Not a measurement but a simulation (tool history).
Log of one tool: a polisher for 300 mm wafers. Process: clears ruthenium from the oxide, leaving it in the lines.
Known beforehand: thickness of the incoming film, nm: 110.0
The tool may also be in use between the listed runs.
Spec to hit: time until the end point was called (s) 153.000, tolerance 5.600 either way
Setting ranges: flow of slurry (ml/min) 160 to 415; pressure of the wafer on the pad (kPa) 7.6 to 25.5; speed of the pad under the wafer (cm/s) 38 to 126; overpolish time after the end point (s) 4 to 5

run	hour	flow of slurry (ml/min)	pressure of the wafer on the pad (kPa)	speed of the pad under the wafer (cm/s)	overpolish time after the end point (s)	time until the end point was called (s)
1	0.0	265	16.5	82	5	95.152
2	5.4	265	15.2	82	5	105.220
3	12.5	265	15.2	82	4	105.520
4	13.6	265	18.6	82	4	86.996
5	16.8	265	18.6	82	5	86.200
6	20.6	265	16.5	82	5	96.770
7	28.2	265	15.2	82	5	105.760
8	29.3	265	13.8	82	5	111.620
9	36.2	265	13.1	82	5	119.700
10	38.4	265	9.0	82	5	174.100
11	40.9	265	9.7	82	5	162.270

Exercise: of the 4 proposed moves below, exactly one satisfies all targets within the stated allowed misses. Which move is it?
A	43.4	235	9.0	102	4	?
B	43.4	260	11.0	82	4	?
C	43.4	255	9.7	88	5	?
D	43.4	220	8.3	94	4	?

move	time until the end point was called (s)
A	141.540
B	138.430
C	148.480
D	164.360
A: the result that was furthest off in the last run now lies on the other side of its target
B: the result that was furthest off in the last run now lies on the other side of its target
C: all results in spec
D: misses by more than the last run did
Answer: C
